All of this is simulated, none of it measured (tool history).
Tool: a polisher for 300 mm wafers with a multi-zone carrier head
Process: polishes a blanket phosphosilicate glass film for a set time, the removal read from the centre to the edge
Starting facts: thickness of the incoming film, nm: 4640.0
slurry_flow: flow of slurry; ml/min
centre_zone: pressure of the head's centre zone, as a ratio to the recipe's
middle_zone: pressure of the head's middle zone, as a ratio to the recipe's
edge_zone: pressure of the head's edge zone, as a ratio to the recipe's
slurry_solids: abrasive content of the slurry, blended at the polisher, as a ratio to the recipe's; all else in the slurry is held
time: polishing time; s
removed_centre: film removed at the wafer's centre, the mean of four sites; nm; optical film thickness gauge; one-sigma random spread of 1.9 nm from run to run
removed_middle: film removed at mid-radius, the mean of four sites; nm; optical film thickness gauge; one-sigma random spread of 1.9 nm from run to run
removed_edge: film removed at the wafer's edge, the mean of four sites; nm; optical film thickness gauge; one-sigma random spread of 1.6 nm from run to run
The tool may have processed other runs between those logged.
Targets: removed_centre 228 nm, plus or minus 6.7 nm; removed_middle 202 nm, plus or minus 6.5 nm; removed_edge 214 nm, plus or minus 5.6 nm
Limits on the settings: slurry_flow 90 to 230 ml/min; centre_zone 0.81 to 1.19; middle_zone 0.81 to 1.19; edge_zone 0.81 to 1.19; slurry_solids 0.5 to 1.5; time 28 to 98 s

Run 1, hour 0: slurry_flow 150 ml/min, centre_zone 1, middle_zone 1, edge_zone 1, slurry_solids 1, time 63 s. Result: removed_centre 341.07 nm, removed_middle 342.42 nm, removed_edge 345.84 nm.
Run 2, hour 4.6: slurry_flow 150 ml/min, centre_zone 1, middle_zone 1, edge_zone 1, slurry_solids 0.85, time 63 s. Result: removed_centre 325.57 nm, removed_middle 319.88 nm, removed_edge 331.03 nm.
Run 3, hour 6: slurry_flow 145 ml/min, centre_zone 1, middle_zone 0.99, edge_zone 0.97, slurry_solids 0.8, time 60 s. Result: removed_centre 302.77 nm, removed_middle 302.83 nm, removed_edge 300.75 nm.
Run 4, hour 10.6: slurry_flow 145 ml/min, centre_zone 1, middle_zone 0.99, edge_zone 0.97, slurry_solids 0.65, time 60 s. Result: removed_centre 285.21 nm, removed_middle 280.08 nm, removed_edge 279.13 nm.
Run 5, hour 17.3: slurry_flow 140 ml/min, centre_zone 1, middle_zone 0.96, edge_zone 0.95, slurry_solids 0.6, time 58 s. Result: removed_centre 264.47 nm, removed_middle 257.92 nm, removed_edge 261.39 nm.
Run 6, hour 20.1: slurry_flow 140 ml/min, centre_zone 1, middle_zone 0.96, edge_zone 0.95, slurry_solids 0.7, time 58 s. Result: removed_centre 280.62 nm, removed_middle 263.85 nm, removed_edge 276.42 nm.
Run 7, hour 27.5: slurry_flow 140 ml/min, centre_zone 1, middle_zone 0.95, edge_zone 0.93, slurry_solids 0.65, time 56 s. Result: removed_centre 260.44 nm, removed_middle 246.57 nm, removed_edge 254.66 nm.
Run 8, hour 36.1: slurry_flow 135 ml/min, centre_zone 1, middle_zone 0.94, edge_zone 0.91, slurry_solids 0.6, time 56 s. Result: removed_centre 250.86 nm, removed_middle 239.18 nm, removed_edge 244.33 nm.
Run 9, hour 43: slurry_flow 130 ml/min, centre_zone 1, middle_zone 0.92, edge_zone 0.89, slurry_solids 0.6, time 56 s. Result: removed_centre 250.02 nm, removed_middle 236.18 nm, removed_edge 241.45 nm.
Run 10, hour 48.2: slurry_flow 125 ml/min, centre_zone 1, middle_zone 0.9, edge_zone 0.88, slurry_solids 0.6, time 56 s. Result: removed_centre 249.28 nm, removed_middle 231.08 nm, removed_edge 240.71 nm.
Run 11, hour 49: slurry_flow 125 ml/min, centre_zone 1, middle_zone 0.89, edge_zone 0.87, slurry_solids 0.6, time 56 s. Result: removed_centre 249.78 nm, removed_middle 226.92 nm, removed_edge 236.36 nm.
Run 12, hour 51.9: slurry_flow 120 ml/min, centre_zone 1, middle_zone 0.88, edge_zone 0.86, slurry_solids 0.6, time 56 s. Result: removed_centre 246.4 nm, removed_middle 219.23 nm, removed_edge 235.07 nm.
Run 13, hour 59.8: slurry_flow 115 ml/min, centre_zone 1, middle_zone 0.88, edge_zone 0.85, slurry_solids 0.6, time 56 s. Result: removed_centre 243.47 nm, removed_middle 220.83 nm, removed_edge 230.3 nm.
Run 14, hour 66.3: slurry_flow 95 ml/min, centre_zone 0.99, middle_zone 0.82, edge_zone 0.81, slurry_solids 0.5, time 56 s. Result: removed_centre 216.68 nm, removed_middle 191.05 nm, removed_edge 212.15 nm.

Which of these 5 next moves meets every target?
Run A, hour 72.8: slurry_flow 125 ml/min, centre_zone 1.01, middle_zone 0.87, edge_zone 0.84, slurry_solids 0.5, time 54 s. Result: removed_centre ?, removed_middle ?, removed_edge ?.
Run B, hour 72.8: slurry_flow 110 ml/min, centre_zone 0.94, middle_zone 0.81, edge_zone 0.82, slurry_solids 0.55, time 55 s. Result: removed_centre ?, removed_middle ?, removed_edge ?.
Run C, hour 72.8: slurry_flow 90 ml/min, centre_zone 0.88, middle_zone 0.91, edge_zone 0.81, slurry_solids 0.5, time 58 s. Result: removed_centre ?, removed_middle ?, removed_edge ?.
Run D, hour 72.8: slurry_flow 90 ml/min, centre_zone 0.88, middle_zone 0.92, edge_zone 0.81, slurry_solids 0.5, time 56 s. Result: removed_centre ?, removed_middle ?, removed_edge ?.
Run E, hour 72.8: slurry_flow 90 ml/min, centre_zone 0.92, middle_zone 0.85, edge_zone 0.81, slurry_solids 0.5, time 56 s. Result: removed_centre ?, removed_middle ?, removed_edge ?.

move  removed_centre  removed_middle  removed_edge
   A          229.65          203.07        213.49
   B          218.42           196.6         218.4
   C          200.37          213.23         216.3
   D          193.48          207.76        208.81
   E          202.25          194.55           209
A: all results land within tolerance of their targets
B: closes in on the targets versus the last run, not all within tolerance yet
C: its largest miss is bigger than the last run's
D: its largest miss is bigger than the last run's
E: its largest miss is bigger than the last run's
A meets every target.
